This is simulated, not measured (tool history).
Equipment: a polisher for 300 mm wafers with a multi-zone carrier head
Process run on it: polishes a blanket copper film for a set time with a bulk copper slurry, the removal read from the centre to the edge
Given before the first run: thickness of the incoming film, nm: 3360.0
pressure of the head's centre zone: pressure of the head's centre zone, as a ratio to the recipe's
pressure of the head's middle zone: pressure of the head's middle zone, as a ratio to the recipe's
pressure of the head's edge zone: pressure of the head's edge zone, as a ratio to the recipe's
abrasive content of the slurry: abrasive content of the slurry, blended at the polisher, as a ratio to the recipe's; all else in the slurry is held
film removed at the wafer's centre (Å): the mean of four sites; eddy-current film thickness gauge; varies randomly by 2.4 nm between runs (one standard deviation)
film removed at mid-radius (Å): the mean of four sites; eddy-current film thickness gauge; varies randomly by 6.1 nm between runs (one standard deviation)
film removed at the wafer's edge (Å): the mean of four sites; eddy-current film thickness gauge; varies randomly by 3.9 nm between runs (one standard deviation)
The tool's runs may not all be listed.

run	hour	flow of slurry (ml/min)	pressure of the head's centre zone	pressure of the head's middle zone	pressure of the head's edge zone	abrasive content of the slurry	polishing time (s)	film removed at the wafer's centre (Å)	film removed at mid-radius (Å)	film removed at the wafer's edge (Å)
1	0.0	160	1.00	1.00	1.00	1.00	47	4633.7	4561.7	4442.6
2	6.1	145	0.95	1.02	1.02	0.95	47	4269.9	4528.3	4386.1
3	11.6	145	0.99	1.02	1.02	0.95	47	4446.8	4580.4	4388.0
4	13.1	145	0.99	1.02	1.02	0.80	47	4157.8	4331.5	4221.4
5	17.3	135	0.94	1.03	1.03	0.80	47	3887.8	4277.8	4173.9
6	18.5	135	0.94	1.03	0.98	0.80	47	3891.0	4257.7	4100.8
7	24.1	125	0.91	1.04	1.01	0.80	47	3726.8	4241.4	4038.9
8	31.4	120	0.88	1.05	1.05	0.80	47	3473.3	4260.0	4064.1

What does the tool deliver on the next run?
9	35.9	120	0.87	1.05	1.07	0.80	47	?	?	?

film removed at the wafer's centre (Å): 3498.1
film removed at mid-radius (Å): 4207.6
film removed at the wafer's edge (Å): 4106.7

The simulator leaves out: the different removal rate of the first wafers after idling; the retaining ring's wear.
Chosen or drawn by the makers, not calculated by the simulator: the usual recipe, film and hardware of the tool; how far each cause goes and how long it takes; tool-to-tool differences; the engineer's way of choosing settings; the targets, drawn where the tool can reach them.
